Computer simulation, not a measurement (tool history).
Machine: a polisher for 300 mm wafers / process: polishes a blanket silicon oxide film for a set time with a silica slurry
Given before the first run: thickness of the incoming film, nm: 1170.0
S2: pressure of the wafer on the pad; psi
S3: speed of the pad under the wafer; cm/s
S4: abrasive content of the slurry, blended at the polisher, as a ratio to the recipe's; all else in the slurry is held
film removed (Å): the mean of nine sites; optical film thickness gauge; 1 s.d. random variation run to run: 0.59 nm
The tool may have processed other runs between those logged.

Run 1, hour 0: flow of slurry (ml/min) 150, S2 2.9 psi, S3 132 cm/s, S4 1, polishing time (s) 45. Result: film removed (Å) 1190.2.
Run 2, hour 6.4: flow of slurry (ml/min) 150, S2 2.2 psi, S3 132 cm/s, S4 1, polishing time (s) 45. Result: film removed (Å) 904.44.
Run 3, hour 13.4: flow of slurry (ml/min) 145, S2 2 psi, S3 132 cm/s, S4 1, polishing time (s) 45. Result: film removed (Å) 818.69.
Run 4, hour 15: flow of slurry (ml/min) 135, S2 1.9 psi, S3 132 cm/s, S4 1, polishing time (s) 45. Result: film removed (Å) 765.39.
Run 5, hour 15.6: flow of slurry (ml/min) 125, S2 1.8 psi, S3 132 cm/s, S4 1, polishing time (s) 45. Result: film removed (Å) 719.66.
Run 6, hour 21.4: flow of slurry (ml/min) 155, S2 1.8 psi, S3 132 cm/s, S4 1, polishing time (s) 45. Result: film removed (Å) 762.85.
Run 7, hour 25.8: flow of slurry (ml/min) 145, S2 1.7 psi, S3 132 cm/s, S4 1, polishing time (s) 45. Result: film removed (Å) 705.01.
Run 8, hour 26.5: flow of slurry (ml/min) 140, S2 1.7 psi, S3 132 cm/s, S4 1, polishing time (s) 45. Result: film removed (Å) 705.99.
Run 9, hour 33.3: flow of slurry (ml/min) 135, S2 1.7 psi, S3 132 cm/s, S4 1, polishing time (s) 45. Result: film removed (Å) 699.23.
Run 10, hour 35: flow of slurry (ml/min) 130, S2 1.7 psi, S3 132 cm/s, S4 1, polishing time (s) 45. Result: film removed (Å) 691.22.
Run 11, hour 39.6: flow of slurry (ml/min) 125, S2 1.7 psi, S3 132 cm/s, S4 1, polishing time (s) 45. Result: film removed (Å) 679.81.

Run 12, settings as shown, results not yet in. Your forecast:
Run 12, hour 44.9: flow of slurry (ml/min) 120, S2 1.7 psi, S3 132 cm/s, S4 1, polishing time (s) 45. Result: film removed (Å) ?.

Run 12 yielded film removed (Å) 687.56.

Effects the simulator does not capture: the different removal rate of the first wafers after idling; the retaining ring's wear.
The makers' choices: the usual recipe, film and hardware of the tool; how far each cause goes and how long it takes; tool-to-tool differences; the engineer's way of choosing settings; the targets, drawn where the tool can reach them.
